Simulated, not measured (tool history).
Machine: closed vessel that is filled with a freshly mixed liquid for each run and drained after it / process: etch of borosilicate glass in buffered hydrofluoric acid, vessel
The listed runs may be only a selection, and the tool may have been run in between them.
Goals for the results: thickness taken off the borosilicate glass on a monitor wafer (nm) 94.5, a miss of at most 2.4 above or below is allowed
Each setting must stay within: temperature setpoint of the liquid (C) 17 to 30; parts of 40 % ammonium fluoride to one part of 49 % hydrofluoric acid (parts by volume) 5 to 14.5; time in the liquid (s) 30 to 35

run,day,temperature setpoint of the liquid (C),parts of 40 % ammonium fluoride to one part of 49 % hydrofluoric acid (parts by volume),time in the liquid (s),thickness taken off the borosilicate glass on a monitor wafer (nm)
1,0,22,9,35,41.828
2,0.133,23.5,8.5,35,48.411
3,0.379,23.5,8.5,30,41.697
4,0.671,23.5,10.5,30,34.897
5,0.704,24.5,9.5,30,39.494
6,0.75,25.5,8.5,30,46.174
7,0.988,26.5,8,30,51.483
8,1.079,26.5,8,30,52.439
9,1.238,27,7.5,30,57.552
10,1.338,27.5,7,30,63.16
11,1.704,30,5,35,113.79
12,2.054,27,5,35,98.644

Which of these 4 next moves meets every target?
A,2.404,29,5.5,35,?
B,2.404,28.5,5,35,?
C,2.404,28,5,35,?
D,2.404,26.5,5,35,?

move,thickness taken off the borosilicate glass on a monitor wafer (nm)
A,98.826
B,104.82
C,102.16
D,94.517
A: neither nearer nor further off than the last run
B: moves away from the targets compared with the last run
C: moves away from the targets compared with the last run
D: every result lands within tolerance
The right move is D.
